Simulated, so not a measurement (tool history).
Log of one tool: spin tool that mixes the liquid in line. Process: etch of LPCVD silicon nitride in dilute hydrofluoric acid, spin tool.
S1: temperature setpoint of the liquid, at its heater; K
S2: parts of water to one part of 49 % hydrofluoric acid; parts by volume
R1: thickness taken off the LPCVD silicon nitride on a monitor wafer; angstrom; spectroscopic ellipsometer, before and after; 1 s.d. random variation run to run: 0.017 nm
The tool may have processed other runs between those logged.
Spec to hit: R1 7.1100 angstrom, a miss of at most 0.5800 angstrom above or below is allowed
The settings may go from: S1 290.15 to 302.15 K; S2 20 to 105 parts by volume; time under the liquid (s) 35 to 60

{"run": 1, "hour": 0.0, "S1": 294.15, "S2": 55, "time under the liquid (s)": 60, "R1": 4.2672}
{"run": 2, "hour": 1.7, "S1": 294.15, "S2": 75, "time under the liquid (s)": 60, "R1": 3.1392}
{"run": 3, "hour": 10.0, "S1": 296.15, "S2": 70, "time under the liquid (s)": 60, "R1": 3.9339}
{"run": 4, "hour": 17.8, "S1": 297.65, "S2": 65, "time under the liquid (s)": 60, "R1": 4.6487}
{"run": 5, "hour": 18.9, "S1": 299.15, "S2": 65, "time under the liquid (s)": 60, "R1": 5.2048}
{"run": 6, "hour": 19.8, "S1": 299.15, "S2": 65, "time under the liquid (s)": 35, "R1": 3.0046}
{"run": 7, "hour": 21.1, "S1": 299.15, "S2": 50, "time under the liquid (s)": 40, "R1": 4.5208}
{"run": 8, "hour": 23.6, "S1": 299.65, "S2": 40, "time under the liquid (s)": 40, "R1": 5.6698}

4 next moves are on the table. One of them brings every result within its allowed miss. Which?
{"run": "A", "hour": 26.1, "S1": 297.65, "S2": 35, "time under the liquid (s)": 50, "R1": "?"}
{"run": "B", "hour": 26.1, "S1": 300.65, "S2": 50, "time under the liquid (s)": 35, "R1": "?"}
{"run": "C", "hour": 26.1, "S1": 302.15, "S2": 65, "time under the liquid (s)": 50, "R1": "?"}
{"run": "D", "hour": 26.1, "S1": 301.15, "S2": 45, "time under the liquid (s)": 35, "R1": "?"}

move=A R1=7.2684
move=B R1=4.3848
move=C R1=5.3278
move=D R1=5.0261
A: every result lands within tolerance
B: its largest miss is bigger than the last run's
C: its largest miss is bigger than the last run's
D: its largest miss is bigger than the last run's
A is the move that brings every result within its allowed miss.
